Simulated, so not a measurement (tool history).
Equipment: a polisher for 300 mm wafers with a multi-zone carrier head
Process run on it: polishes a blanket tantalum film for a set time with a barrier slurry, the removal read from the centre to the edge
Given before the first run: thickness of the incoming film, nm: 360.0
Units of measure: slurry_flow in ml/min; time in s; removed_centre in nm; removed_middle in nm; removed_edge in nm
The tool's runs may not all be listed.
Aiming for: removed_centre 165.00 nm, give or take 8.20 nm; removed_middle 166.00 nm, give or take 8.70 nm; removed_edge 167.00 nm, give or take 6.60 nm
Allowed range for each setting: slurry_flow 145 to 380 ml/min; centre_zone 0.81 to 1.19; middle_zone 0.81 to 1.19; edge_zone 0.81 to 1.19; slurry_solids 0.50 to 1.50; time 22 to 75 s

Run 1, hour 0.0: slurry_flow 245 ml/min, centre_zone 1.00, middle_zone 1.00, edge_zone 1.00, slurry_solids 1.00, time 48 s. Result: removed_centre 129.59 nm, removed_middle 125.57 nm, removed_edge 127.27 nm.
Run 2, hour 5.2: slurry_flow 245 ml/min, centre_zone 1.00, middle_zone 1.00, edge_zone 0.94, slurry_solids 1.00, time 48 s. Result: removed_centre 128.60 nm, removed_middle 123.59 nm, removed_edge 124.71 nm.
Run 3, hour 11.1: slurry_flow 245 ml/min, centre_zone 1.00, middle_zone 1.00, edge_zone 0.96, slurry_solids 1.10, time 49 s. Result: removed_centre 134.13 nm, removed_middle 126.72 nm, removed_edge 132.15 nm.
Run 4, hour 13.2: slurry_flow 245 ml/min, centre_zone 1.00, middle_zone 1.00, edge_zone 0.96, slurry_solids 1.10, time 55 s. Result: removed_centre 146.54 nm, removed_middle 144.12 nm, removed_edge 146.12 nm.
Run 5, hour 15.0: slurry_flow 245 ml/min, centre_zone 0.93, middle_zone 1.00, edge_zone 0.96, slurry_solids 1.10, time 55 s. Result: removed_centre 143.53 nm, removed_middle 147.34 nm, removed_edge 147.12 nm.
Run 6, hour 19.8: slurry_flow 250 ml/min, centre_zone 0.94, middle_zone 1.01, edge_zone 0.97, slurry_solids 1.15, time 55 s. Result: removed_centre 146.85 nm, removed_middle 149.15 nm, removed_edge 150.54 nm.
Run 7, hour 27.9: slurry_flow 255 ml/min, centre_zone 0.95, middle_zone 1.02, edge_zone 0.98, slurry_solids 1.20, time 55 s. Result: removed_centre 146.57 nm, removed_middle 154.70 nm, removed_edge 150.19 nm.
Run 8, hour 35.0: slurry_flow 255 ml/min, centre_zone 0.96, middle_zone 1.01, edge_zone 0.98, slurry_solids 1.25, time 56 s. Result: removed_centre 153.28 nm, removed_middle 152.85 nm, removed_edge 152.36 nm.
Run 9, hour 39.9: slurry_flow 255 ml/min, centre_zone 0.96, middle_zone 1.01, edge_zone 0.98, slurry_solids 1.25, time 57 s. Result: removed_centre 155.76 nm, removed_middle 158.68 nm, removed_edge 157.87 nm.
Run 10, hour 45.5: slurry_flow 255 ml/min, centre_zone 0.96, middle_zone 1.01, edge_zone 0.98, slurry_solids 1.25, time 57 s. Result: removed_centre 157.09 nm, removed_middle 157.32 nm, removed_edge 161.89 nm.
Run 11, hour 46.6: slurry_flow 260 ml/min, centre_zone 0.97, middle_zone 1.02, edge_zone 0.98, slurry_solids 1.25, time 57 s. Result: removed_centre 160.26 nm, removed_middle 159.49 nm, removed_edge 161.58 nm.
Run 12, hour 54.3: slurry_flow 265 ml/min, centre_zone 0.97, middle_zone 1.02, edge_zone 0.98, slurry_solids 1.25, time 57 s. Result: removed_centre 160.50 nm, removed_middle 156.85 nm, removed_edge 162.38 nm.
Run 13, hour 59.1: slurry_flow 265 ml/min, centre_zone 0.97, middle_zone 1.03, edge_zone 0.98, slurry_solids 1.25, time 57 s. Result: removed_centre 157.69 nm, removed_middle 164.31 nm, removed_edge 159.11 nm.

Of the 4 settings listed for the next run, only one would bring every result within its allowed miss of target. Which one?
Run A, hour 63.9: slurry_flow 300 ml/min, centre_zone 0.92, middle_zone 1.10, edge_zone 1.01, slurry_solids 1.25, time 56 s. Result: removed_centre ?, removed_middle ?, removed_edge ?.
Run B, hour 63.9: slurry_flow 195 ml/min, centre_zone 1.02, middle_zone 0.92, edge_zone 0.93, slurry_solids 1.45, time 61 s. Result: removed_centre ?, removed_middle ?, removed_edge ?.
Run C, hour 63.9: slurry_flow 255 ml/min, centre_zone 0.84, middle_zone 0.95, edge_zone 1.12, slurry_solids 1.05, time 63 s. Result: removed_centre ?, removed_middle ?, removed_edge ?.
Run D, hour 63.9: slurry_flow 260 ml/min, centre_zone 0.97, middle_zone 1.02, edge_zone 0.97, slurry_solids 1.30, time 59 s. Result: removed_centre ?, removed_middle ?, removed_edge ?.

move  removed_centre  removed_middle  removed_edge
   A          153.34          170.23        157.24
   B          179.84          158.83        166.04
   C          150.87          159.36        176.35
   D          167.85          167.77        162.74
A: lands further from the targets than the last run did
B: brings the result that was furthest off to its target, and leaves another outside
C: the result that was furthest off in the last run now lies on the other side of its target
D: all results land within tolerance of their targets
Go with D: it meets all targets.

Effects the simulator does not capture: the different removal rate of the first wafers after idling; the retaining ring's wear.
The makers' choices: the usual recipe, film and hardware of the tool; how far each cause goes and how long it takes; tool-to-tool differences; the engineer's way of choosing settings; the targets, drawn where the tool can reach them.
